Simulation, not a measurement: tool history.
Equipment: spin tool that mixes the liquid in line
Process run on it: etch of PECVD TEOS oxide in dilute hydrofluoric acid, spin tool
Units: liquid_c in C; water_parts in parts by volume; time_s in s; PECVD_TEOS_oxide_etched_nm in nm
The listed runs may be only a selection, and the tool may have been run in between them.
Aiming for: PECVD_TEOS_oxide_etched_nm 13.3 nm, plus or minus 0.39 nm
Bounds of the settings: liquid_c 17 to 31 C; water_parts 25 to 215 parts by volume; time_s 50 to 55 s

run,hour,liquid_c,water_parts,time_s,PECVD_TEOS_oxide_etched_nm
1,0,23,120,50,8.6936
2,0.9,23,120,55,9.484
3,1.8,23,75,55,16.142
4,4.6,22.5,75,55,15.773
5,7.1,22,75,55,15.421
6,12.8,21.5,75,55,15.142
7,21.8,21,75,55,14.943
8,24.8,20.5,75,55,14.607

Which one of the following 4 next-run settings gets every result inside its allowed miss? There is exactly one.
A,27.8,17,70,55,?
B,27.8,21,75,55,?
C,27.8,17,70,50,?
D,27.8,24,90,50,?

move,PECVD_TEOS_oxide_etched_nm
A,13.33
B,14.644
C,12.118
D,12.306
A: hits every target within its allowed miss
B: no nearer and no further than the last run
C: the result that was furthest off in the last run now lies on the other side of its target
D: the result that was furthest off in the last run now lies on the other side of its target
Correct choice: A, which meets every target
